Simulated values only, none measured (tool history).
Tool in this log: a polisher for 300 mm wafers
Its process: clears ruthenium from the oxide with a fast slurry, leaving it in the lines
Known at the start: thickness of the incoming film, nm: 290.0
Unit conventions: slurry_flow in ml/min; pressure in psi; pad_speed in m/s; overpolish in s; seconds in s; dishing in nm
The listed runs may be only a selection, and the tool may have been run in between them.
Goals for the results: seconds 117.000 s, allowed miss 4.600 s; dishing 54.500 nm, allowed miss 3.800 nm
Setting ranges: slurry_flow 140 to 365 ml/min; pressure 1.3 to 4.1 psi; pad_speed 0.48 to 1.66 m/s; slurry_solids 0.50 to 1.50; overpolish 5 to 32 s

| run | hour | slurry_flow | pressure | pad_speed | slurry_solids | overpolish | seconds | dishing |
|---|---|---|---|---|---|---|---|---|
| 1 | 0.0 | 235 | 2.7 | 1.06 | 1.00 | 16 | 76.039 | 53.838 |
| 2 | 4.1 | 235 | 2.7 | 1.06 | 0.90 | 16 | 80.509 | 50.430 |
| 3 | 12.0 | 235 | 2.4 | 1.06 | 0.90 | 18 | 89.578 | 50.844 |
| 4 | 16.7 | 235 | 2.2 | 1.06 | 0.90 | 20 | 97.989 | 52.018 |
| 5 | 21.7 | 235 | 2.1 | 1.06 | 0.90 | 21 | 102.180 | 53.578 |
| 6 | 28.6 | 235 | 2.1 | 1.06 | 1.10 | 21 | 91.208 | 57.699 |
| 7 | 31.5 | 235 | 1.9 | 1.06 | 1.10 | 22 | 100.460 | 55.062 |
| 8 | 37.6 | 235 | 1.8 | 1.06 | 1.10 | 23 | 103.870 | 52.914 |
| 9 | 46.2 | 235 | 1.7 | 1.06 | 1.10 | 24 | 112.660 | 54.689 |

Which of these 4 next moves meets every target?
| A | 54.8 | 270 | 2.4 | 0.80 | 1.05 | 24 | ? | ? |
| B | 54.8 | 235 | 1.5 | 1.20 | 1.15 | 24 | ? | ? |
| C | 54.8 | 270 | 1.4 | 1.40 | 1.00 | 22 | ? | ? |
| D | 54.8 | 220 | 1.8 | 1.00 | 1.05 | 25 | ? | ? |

| move | seconds | dishing |
|---|---|---|
| A | 105.030 | 58.702 |
| B | 107.520 | 57.509 |
| C | 105.050 | 54.366 |
| D | 114.010 | 56.616 |
A: its largest miss is bigger than the last run's
B: its largest miss is bigger than the last run's
C: its largest miss is bigger than the last run's
D: all results in spec
Go with D: it meets all targets.
